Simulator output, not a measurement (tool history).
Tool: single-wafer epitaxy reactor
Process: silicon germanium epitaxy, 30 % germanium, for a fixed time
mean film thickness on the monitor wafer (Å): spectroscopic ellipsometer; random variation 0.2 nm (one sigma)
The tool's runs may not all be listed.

run,hour,wafer temperature setpoint (pyrometer-controlled) (deg C),chamber pressure (mTorr),mean film thickness on the monitor wafer (Å)
1,0.0,620,17000,770.21
2,4.0,630,17000,896.48
3,11.8,630,14300,853.39
4,14.0,635,14300,911.80
5,21.6,635,12200,869.26
6,29.6,635,10500,836.83
7,38.0,632,10500,801.63
8,38.9,630,10500,776.67
9,41.3,628,10500,755.63

Forecast run 10:
10,43.0,626,10500,?

mean film thickness on the monitor wafer (Å): 725.87
